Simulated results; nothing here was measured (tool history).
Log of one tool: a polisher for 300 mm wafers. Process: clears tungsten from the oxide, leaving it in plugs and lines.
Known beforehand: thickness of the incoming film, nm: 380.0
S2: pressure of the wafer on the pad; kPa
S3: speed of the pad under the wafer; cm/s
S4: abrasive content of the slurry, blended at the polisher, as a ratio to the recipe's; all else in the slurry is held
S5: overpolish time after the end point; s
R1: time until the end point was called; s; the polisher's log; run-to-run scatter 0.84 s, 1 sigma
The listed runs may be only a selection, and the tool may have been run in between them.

{"run": 1, "hour": 0.0, "flow of slurry (ml/min)": 250, "S2": 15.9, "S3": 126, "S4": 1, "S5": 5, "R1": 121.41}
{"run": 2, "hour": 2.1, "flow of slurry (ml/min)": 230, "S2": 15.9, "S3": 126, "S4": 1, "S5": 5, "R1": 126.73}
{"run": 3, "hour": 7.6, "flow of slurry (ml/min)": 230, "S2": 19.3, "S3": 126, "S4": 1, "S5": 5, "R1": 109.82}
{"run": 4, "hour": 11.3, "flow of slurry (ml/min)": 230, "S2": 19.3, "S3": 126, "S4": 1, "S5": 4, "R1": 109.72}
{"run": 5, "hour": 18.5, "flow of slurry (ml/min)": 230, "S2": 19.3, "S3": 100, "S4": 1, "S5": 4, "R1": 130.51}
{"run": 6, "hour": 26.7, "flow of slurry (ml/min)": 230, "S2": 19.3, "S3": 100, "S4": 1, "S5": 5, "R1": 131.94}
{"run": 7, "hour": 34.4, "flow of slurry (ml/min)": 245, "S2": 20.7, "S3": 114, "S4": 1, "S5": 5, "R1": 110.95}
{"run": 8, "hour": 40.3, "flow of slurry (ml/min)": 255, "S2": 21.4, "S3": 126, "S4": 1, "S5": 5, "R1": 100.18}
{"run": 9, "hour": 42.3, "flow of slurry (ml/min)": 260, "S2": 24.8, "S3": 162, "S4": 1.1, "S5": 5, "R1": 68.707}
{"run": 10, "hour": 46.6, "flow of slurry (ml/min)": 260, "S2": 24.8, "S3": 166, "S4": 1.1, "S5": 5, "R1": 68.76}
{"run": 11, "hour": 49.6, "flow of slurry (ml/min)": 260, "S2": 24.8, "S3": 170, "S4": 1.1, "S5": 5, "R1": 66.599}

Expected results for the next run?
{"run": 12, "hour": 56.8, "flow of slurry (ml/min)": 260, "S2": 24.8, "S3": 174, "S4": 1.1, "S5": 5, "R1": "?"}

{"run 12": {"R1": 64.468}}

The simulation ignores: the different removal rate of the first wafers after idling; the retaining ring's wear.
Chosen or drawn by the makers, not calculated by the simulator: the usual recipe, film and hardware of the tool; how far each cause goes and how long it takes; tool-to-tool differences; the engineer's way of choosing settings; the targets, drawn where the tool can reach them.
